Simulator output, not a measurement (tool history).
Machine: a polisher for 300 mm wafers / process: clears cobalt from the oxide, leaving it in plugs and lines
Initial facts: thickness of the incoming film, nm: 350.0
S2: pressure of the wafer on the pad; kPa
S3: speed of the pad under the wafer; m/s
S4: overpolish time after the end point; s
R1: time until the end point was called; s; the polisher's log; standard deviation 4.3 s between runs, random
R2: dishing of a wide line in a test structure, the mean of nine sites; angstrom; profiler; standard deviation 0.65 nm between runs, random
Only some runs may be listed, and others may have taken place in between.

run 1 hour=0 | flow_of_slurry_(ml/min)=250 S2=9 S3=0.82 S4=26 | R1=132.15 R2=351.28
run 2 hour=4.6 | flow_of_slurry_(ml/min)=250 S2=9 S3=0.82 S4=36 | R1=129.9 R2=405.52
run 3 hour=10.8 | flow_of_slurry_(ml/min)=250 S2=10.3 S3=0.82 S4=36 | R1=111.06 R2=427.76
run 4 hour=19.8 | flow_of_slurry_(ml/min)=250 S2=10.3 S3=0.72 S4=36 | R1=126.96 R2=409.52
run 5 hour=21.6 | flow_of_slurry_(ml/min)=250 S2=12.4 S3=0.72 S4=36 | R1=106.61 R2=436.65
run 6 hour=23.3 | flow_of_slurry_(ml/min)=215 S2=12.4 S3=0.72 S4=36 | R1=108.08 R2=437
run 7 hour=28.7 | flow_of_slurry_(ml/min)=215 S2=11.7 S3=0.7 S4=35 | R1=120.56 R2=400.56
run 8 hour=31.6 | flow_of_slurry_(ml/min)=215 S2=11.7 S3=0.7 S4=35 | R1=117.49 R2=414.28
run 9 hour=32.9 | flow_of_slurry_(ml/min)=215 S2=11 S3=0.68 S4=34 | R1=125.78 R2=396.14
run 10 hour=39.5 | flow_of_slurry_(ml/min)=215 S2=10.3 S3=0.66 S4=33 | R1=138.39 R2=391.39
run 11 hour=44.7 | flow_of_slurry_(ml/min)=215 S2=9.7 S3=0.64 S4=31 | R1=152.96 R2=374.47
run 12 hour=47.1 | flow_of_slurry_(ml/min)=215 S2=9 S3=0.64 S4=29 | R1=167.17 R2=356.22
run 13 hour=53 | flow_of_slurry_(ml/min)=215 S2=9 S3=0.64 S4=29 | R1=165.53 R2=335.86
run 14 hour=58.3 | flow_of_slurry_(ml/min)=215 S2=8.3 S3=0.64 S4=29 | R1=181.93 R2=330.55
run 15 hour=61.6 | flow_of_slurry_(ml/min)=215 S2=5.5 S3=0.62 S4=23 | R1=270.81 R2=230.75

Predict the results of run 16:
run 16 hour=69.8 | flow_of_slurry_(ml/min)=215 S2=5.5 S3=0.62 S4=24 | R1=? R2=?

Run 16 came out at R1 269.44 s, R2 220.5 angstrom.
